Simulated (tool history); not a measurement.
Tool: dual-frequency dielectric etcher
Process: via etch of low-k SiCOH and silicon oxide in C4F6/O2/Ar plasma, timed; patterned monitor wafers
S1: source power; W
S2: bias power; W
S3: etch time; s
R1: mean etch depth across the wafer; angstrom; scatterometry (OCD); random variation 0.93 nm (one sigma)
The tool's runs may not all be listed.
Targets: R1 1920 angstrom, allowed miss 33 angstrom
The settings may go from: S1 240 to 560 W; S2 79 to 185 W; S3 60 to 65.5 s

Run 1, hour 0: S1 400 W, S2 132 W, S3 65.5 s. Result: R1 1715.4 angstrom.
Run 2, hour 5.2: S1 370 W, S2 132 W, S3 65.5 s. Result: R1 1635.2 angstrom.
Run 3, hour 9: S1 430 W, S2 132 W, S3 65.5 s. Result: R1 1781.5 angstrom.
Run 4, hour 16: S1 430 W, S2 144 W, S3 65.5 s. Result: R1 1821.1 angstrom.
Run 5, hour 23.8: S1 390 W, S2 144 W, S3 65.5 s. Result: R1 1720.3 angstrom.
Run 6, hour 30.2: S1 390 W, S2 144 W, S3 65.5 s. Result: R1 1711.7 angstrom.
Run 7, hour 36: S1 420 W, S2 145 W, S3 65.5 s. Result: R1 1799.6 angstrom.
Run 8, hour 37: S1 430 W, S2 146 W, S3 65.5 s. Result: R1 1821.5 angstrom.
Run 9, hour 40.9: S1 440 W, S2 147 W, S3 65.5 s. Result: R1 1843.4 angstrom.
Run 10, hour 48.9: S1 440 W, S2 147 W, S3 65.5 s. Result: R1 1845.1 angstrom.
Run 11, hour 50.4: S1 450 W, S2 147 W, S3 65.5 s. Result: R1 1856.4 angstrom.

4 next moves are on the table. One of them brings every result within its allowed miss. Which?
Run A, hour 51.9: S1 550 W, S2 130 W, S3 60 s. Result: R1 ?.
Run B, hour 51.9: S1 450 W, S2 148 W, S3 65 s. Result: R1 ?.
Run C, hour 51.9: S1 540 W, S2 122 W, S3 60.5 s. Result: R1 ?.
Run D, hour 51.9: S1 470 W, S2 155 W, S3 65 s. Result: R1 ?.

move      R1
   A    1825
   B  1831.8
   C  1798.3
   D  1895.6
A: further off than the last run
B: further off than the last run
C: further off than the last run
D: meets every target
Answer: D

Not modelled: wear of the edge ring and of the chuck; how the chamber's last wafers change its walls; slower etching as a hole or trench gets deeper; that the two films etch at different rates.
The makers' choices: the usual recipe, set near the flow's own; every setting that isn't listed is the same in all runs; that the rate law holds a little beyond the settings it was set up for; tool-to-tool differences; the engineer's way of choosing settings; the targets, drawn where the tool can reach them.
